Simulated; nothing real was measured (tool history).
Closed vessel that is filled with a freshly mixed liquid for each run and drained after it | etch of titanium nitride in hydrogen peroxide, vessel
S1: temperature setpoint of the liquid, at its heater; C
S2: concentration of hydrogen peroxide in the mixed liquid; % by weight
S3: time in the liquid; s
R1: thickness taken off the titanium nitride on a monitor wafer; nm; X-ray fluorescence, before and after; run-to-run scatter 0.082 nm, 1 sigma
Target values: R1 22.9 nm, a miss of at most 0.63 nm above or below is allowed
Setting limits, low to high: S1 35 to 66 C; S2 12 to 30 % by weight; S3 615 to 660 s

| run | hour | S1 | S2 | S3 | R1 |
|---|---|---|---|---|---|
| 1 | 0 | 51 | 21 | 615 | 27.861 |
| 2 | 6 | 54.5 | 21 | 615 | 35.759 |
| 3 | 10.6 | 54.5 | 16.5 | 615 | 33.983 |
| 4 | 16 | 53.5 | 16.5 | 615 | 31.702 |
| 5 | 25.1 | 53.5 | 13 | 615 | 30.035 |
| 6 | 28.6 | 53.5 | 13 | 660 | 32.406 |
| 7 | 31.9 | 53 | 13 | 660 | 31.186 |
| 8 | 41.2 | 53 | 13 | 660 | 31.151 |
| 9 | 49.8 | 52.5 | 13 | 660 | 30.364 |
| 10 | 54.7 | 52 | 13 | 660 | 28.983 |
| 11 | 63.4 | 51.5 | 13 | 660 | 28.315 |
| 12 | 70.2 | 51 | 13 | 660 | 27.137 |
| 13 | 76.4 | 50.5 | 13 | 660 | 26.115 |
| 14 | 84.3 | 49.5 | 13 | 660 | 24.21 |

Consider the 4 candidate settings below. Which is the only one whose results all fall within their allowed miss of target?
| A | 92.2 | 50.5 | 12 | 630 | ? |
| B | 92.2 | 50 | 14 | 645 | ? |
| C | 92.2 | 47.5 | 14.5 | 645 | ? |
| D | 92.2 | 49.5 | 14.5 | 615 | ? |

| move | R1 |
|---|---|
| A | 24.472 |
| B | 24.958 |
| C | 20.959 |
| D | 23.122 |
A: its largest miss is bigger than the last run's
B: its largest miss is bigger than the last run's
C: pushes the last run's worst result past its target
D: every result lands within tolerance
Answer: D
